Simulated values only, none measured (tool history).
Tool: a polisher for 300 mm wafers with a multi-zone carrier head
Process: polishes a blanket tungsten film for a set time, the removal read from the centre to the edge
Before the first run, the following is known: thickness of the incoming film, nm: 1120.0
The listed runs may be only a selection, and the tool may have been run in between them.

| run | hour | flow of slurry (ml/min) | pressure of the head's centre zone | pressure of the head's middle zone | pressure of the head's edge zone | abrasive content of the slurry | polishing time (s) | film removed at the wafer's centre (angstrom) | film removed at mid-radius (angstrom) | film removed at the wafer's edge (angstrom) |
|---|---|---|---|---|---|---|---|---|---|---|
| 1 | 0 | 275 | 1 | 1 | 1 | 1 | 59 | 3026.3 | 3042.3 | 2973.5 |
| 2 | 8.6 | 275 | 1 | 1 | 0.97 | 1 | 59 | 3048.8 | 3030.2 | 2928.7 |
| 3 | 14.5 | 245 | 1 | 1 | 0.97 | 1 | 59 | 3055.7 | 3028.8 | 2927.4 |
| 4 | 19.5 | 245 | 0.97 | 0.97 | 0.96 | 0.9 | 58 | 2747.7 | 2809.9 | 2772.6 |
| 5 | 24.8 | 245 | 0.96 | 0.94 | 0.95 | 0.85 | 58 | 2635.5 | 2709.9 | 2708.8 |
| 6 | 33.8 | 245 | 0.96 | 1.02 | 0.95 | 0.85 | 58 | 2669.3 | 2811.8 | 2695.5 |
| 7 | 42.2 | 240 | 0.96 | 0.98 | 0.95 | 0.75 | 58 | 2538.7 | 2637.7 | 2580.3 |

Predict the results of run 8:
| 8 | 46.8 | 215 | 0.92 | 0.88 | 0.92 | 0.65 | 57 | ? | ? | ? |

{"run 8": {"film removed at the wafer's centre (angstrom)": 2172.4, "film removed at mid-radius (angstrom)": 2314.2, "film removed at the wafer's edge (angstrom)": 2319.6}}
